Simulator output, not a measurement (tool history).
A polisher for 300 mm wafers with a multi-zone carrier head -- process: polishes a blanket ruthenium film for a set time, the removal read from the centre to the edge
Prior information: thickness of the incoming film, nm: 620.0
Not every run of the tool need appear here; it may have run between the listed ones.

| run | hour | flow of slurry (ml/min) | pressure of the head's centre zone | pressure of the head's middle zone | pressure of the head's edge zone | polishing time (s) | film removed at the wafer's centre (angstrom) | film removed at mid-radius (angstrom) | film removed at the wafer's edge (angstrom) |
|---|---|---|---|---|---|---|---|---|---|
| 1 | 0.0 | 200 | 1.00 | 1.00 | 1.00 | 43 | 440.12 | 453.62 | 438.86 |
| 2 | 5.3 | 205 | 1.02 | 1.00 | 1.03 | 45 | 474.09 | 472.43 | 472.76 |
| 3 | 10.3 | 210 | 1.04 | 1.02 | 1.06 | 46 | 499.26 | 492.27 | 483.73 |
| 4 | 11.7 | 210 | 1.04 | 1.02 | 1.06 | 36 | 398.28 | 384.21 | 379.79 |
| 5 | 16.3 | 210 | 1.04 | 1.02 | 1.07 | 40 | 431.78 | 424.46 | 425.74 |
| 6 | 19.4 | 210 | 1.10 | 1.02 | 1.07 | 40 | 462.79 | 424.28 | 428.15 |

What will run 7 give?
| 7 | 20.3 | 210 | 1.09 | 1.02 | 1.08 | 43 | ? | ? | ? |

film removed at the wafer's centre (angstrom): 489.94
film removed at mid-radius (angstrom): 458.83
film removed at the wafer's edge (angstrom): 448.52
